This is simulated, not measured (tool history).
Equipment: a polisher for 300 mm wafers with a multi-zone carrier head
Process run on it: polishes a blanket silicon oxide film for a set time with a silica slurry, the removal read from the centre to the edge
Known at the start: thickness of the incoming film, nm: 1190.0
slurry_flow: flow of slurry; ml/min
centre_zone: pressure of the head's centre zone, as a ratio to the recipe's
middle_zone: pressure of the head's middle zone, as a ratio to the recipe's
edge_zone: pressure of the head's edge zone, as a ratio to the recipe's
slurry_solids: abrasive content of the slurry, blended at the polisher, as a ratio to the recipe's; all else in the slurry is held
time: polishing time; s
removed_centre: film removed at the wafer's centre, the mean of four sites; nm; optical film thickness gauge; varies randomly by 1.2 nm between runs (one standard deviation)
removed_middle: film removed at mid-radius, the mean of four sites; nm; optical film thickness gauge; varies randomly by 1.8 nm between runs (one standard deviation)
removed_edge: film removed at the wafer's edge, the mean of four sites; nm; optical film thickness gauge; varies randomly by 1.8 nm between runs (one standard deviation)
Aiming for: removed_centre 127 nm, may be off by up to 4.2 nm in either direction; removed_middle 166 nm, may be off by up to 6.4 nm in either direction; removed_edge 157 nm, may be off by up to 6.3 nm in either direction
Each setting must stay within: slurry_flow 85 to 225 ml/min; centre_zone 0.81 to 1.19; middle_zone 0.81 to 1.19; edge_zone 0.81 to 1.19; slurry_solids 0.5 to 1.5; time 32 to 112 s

Run 1, day 0: slurry_flow 145 ml/min, centre_zone 1, middle_zone 1, edge_zone 1, slurry_solids 1, time 72 s. Result: removed_centre 224.69 nm, removed_middle 227.41 nm, removed_edge 231.3 nm.
Run 2, day 0.167: slurry_flow 145 ml/min, centre_zone 1, middle_zone 1, edge_zone 1.08, slurry_solids 1, time 72 s. Result: removed_centre 225.3 nm, removed_middle 231.8 nm, removed_edge 246.55 nm.
Run 3, day 0.4: slurry_flow 145 ml/min, centre_zone 1, middle_zone 1, edge_zone 1.15, slurry_solids 1, time 72 s. Result: removed_centre 225.32 nm, removed_middle 229.25 nm, removed_edge 251.52 nm.
Run 4, day 0.546: slurry_flow 140 ml/min, centre_zone 0.97, middle_zone 1.01, edge_zone 1.12, slurry_solids 0.9, time 70 s. Result: removed_centre 203.03 nm, removed_middle 213.24 nm, removed_edge 224.01 nm.
Run 5, day 0.658: slurry_flow 140 ml/min, centre_zone 0.97, middle_zone 0.95, edge_zone 1.12, slurry_solids 0.9, time 70 s. Result: removed_centre 203.25 nm, removed_middle 204.22 nm, removed_edge 229.86 nm.
Run 6, day 0.85: slurry_flow 130 ml/min, centre_zone 0.94, middle_zone 0.98, edge_zone 1.13, slurry_solids 0.85, time 69 s. Result: removed_centre 187.6 nm, removed_middle 194.52 nm, removed_edge 215.84 nm.
Run 7, day 0.962: slurry_flow 125 ml/min, centre_zone 0.92, middle_zone 1.02, edge_zone 1.14, slurry_solids 0.8, time 68 s. Result: removed_centre 170.28 nm, removed_middle 193.02 nm, removed_edge 203.93 nm.
Run 8, day 1.275: slurry_flow 125 ml/min, centre_zone 0.92, middle_zone 1.02, edge_zone 1.14, slurry_solids 0.8, time 68 s. Result: removed_centre 172.45 nm, removed_middle 191.36 nm, removed_edge 210.26 nm.
Run 9, day 1.617: slurry_flow 125 ml/min, centre_zone 0.9, middle_zone 1.04, edge_zone 1.1, slurry_solids 0.75, time 68 s. Result: removed_centre 162.98 nm, removed_middle 187.43 nm, removed_edge 199.77 nm.
Run 10, day 1.854: slurry_flow 120 ml/min, centre_zone 0.89, middle_zone 1.06, edge_zone 1.07, slurry_solids 0.7, time 68 s. Result: removed_centre 152.08 nm, removed_middle 182.09 nm, removed_edge 191.36 nm.
Run 11, day 1.988: slurry_flow 120 ml/min, centre_zone 0.89, middle_zone 1.08, edge_zone 1.04, slurry_solids 0.65, time 68 s. Result: removed_centre 150.26 nm, removed_middle 181.39 nm, removed_edge 177.37 nm.
Run 12, day 2.158: slurry_flow 115 ml/min, centre_zone 0.88, middle_zone 1.08, edge_zone 1.02, slurry_solids 0.65, time 68 s. Result: removed_centre 144.16 nm, removed_middle 175.21 nm, removed_edge 172.8 nm.
Run 13, day 2.267: slurry_flow 110 ml/min, centre_zone 0.87, middle_zone 1.09, edge_zone 1.01, slurry_solids 0.65, time 68 s. Result: removed_centre 142.12 nm, removed_middle 172.55 nm, removed_edge 174.5 nm.
Run 14, day 2.496: slurry_flow 110 ml/min, centre_zone 0.86, middle_zone 1.1, edge_zone 0.99, slurry_solids 0.65, time 68 s. Result: removed_centre 140.42 nm, removed_middle 172.53 nm, removed_edge 168.72 nm.
Run 15, day 2.867: slurry_flow 105 ml/min, centre_zone 0.85, middle_zone 1.11, edge_zone 0.98, slurry_solids 0.65, time 68 s. Result: removed_centre 135.22 nm, removed_middle 175.14 nm, removed_edge 163 nm.
Run 16, day 3.175: slurry_flow 100 ml/min, centre_zone 0.85, middle_zone 1.11, edge_zone 0.98, slurry_solids 0.65, time 68 s. Result: removed_centre 133.41 nm, removed_middle 167.35 nm, removed_edge 167.2 nm.
Run 17, day 3.408: slurry_flow 100 ml/min, centre_zone 0.85, middle_zone 1.12, edge_zone 0.97, slurry_solids 0.65, time 68 s. Result: removed_centre 134.62 nm, removed_middle 167.55 nm, removed_edge 165.67 nm.
Run 18, day 3.758: slurry_flow 90 ml/min, centre_zone 0.81, middle_zone 1.15, edge_zone 0.92, slurry_solids 0.6, time 68 s. Result: removed_centre 116.88 nm, removed_middle 162.33 nm, removed_edge 150.36 nm.
Run 19, day 3.879: slurry_flow 95 ml/min, centre_zone 0.81, middle_zone 1.14, edge_zone 0.93, slurry_solids 0.6, time 68 s. Result: removed_centre 119.3 nm, removed_middle 161.98 nm, removed_edge 155.5 nm.
Run 20, day 4.221: slurry_flow 100 ml/min, centre_zone 0.81, middle_zone 1.14, edge_zone 0.93, slurry_solids 0.6, time 68 s. Result: removed_centre 120.08 nm, removed_middle 163.17 nm, removed_edge 155.21 nm.

5 next moves are on the table. One of them brings every result within its allowed miss. Which?
Run A, day 4.562: slurry_flow 110 ml/min, centre_zone 0.82, middle_zone 0.94, edge_zone 0.92, slurry_solids 0.7, time 63 s. Result: removed_centre ?, removed_middle ?, removed_edge ?.
Run B, day 4.562: slurry_flow 85 ml/min, centre_zone 0.81, middle_zone 1.11, edge_zone 0.96, slurry_solids 0.55, time 75 s. Result: removed_centre ?, removed_middle ?, removed_edge ?.
Run C, day 4.562: slurry_flow 90 ml/min, centre_zone 0.81, middle_zone 1.18, edge_zone 0.97, slurry_solids 0.5, time 75 s. Result: removed_centre ?, removed_middle ?, removed_edge ?.
Run D, day 4.562: slurry_flow 150 ml/min, centre_zone 0.85, middle_zone 1.19, edge_zone 0.86, slurry_solids 0.5, time 68 s. Result: removed_centre ?, removed_middle ?, removed_edge ?.
Run E, day 4.562: slurry_flow 165 ml/min, centre_zone 0.82, middle_zone 1.11, edge_zone 1, slurry_solids 0.6, time 61 s. Result: removed_centre ?, removed_middle ?, removed_edge ?.

move  removed_centre  removed_middle  removed_edge
   A          129.25          150.91        155.71
   B          120.47          161.22        156.29
   C          117.32          163.11           151
   D          131.82          172.18        143.17
   E          128.95           165.9        154.63
A: brings the result that was furthest off to its target, and leaves another outside
B: nearer the targets than the last run, but a result is still out of spec
C: further off than the last run
D: moves the result that the last run missed by most past its target, out the other side
E: all results land within tolerance of their targets
E is the move that brings every result within its allowed miss.
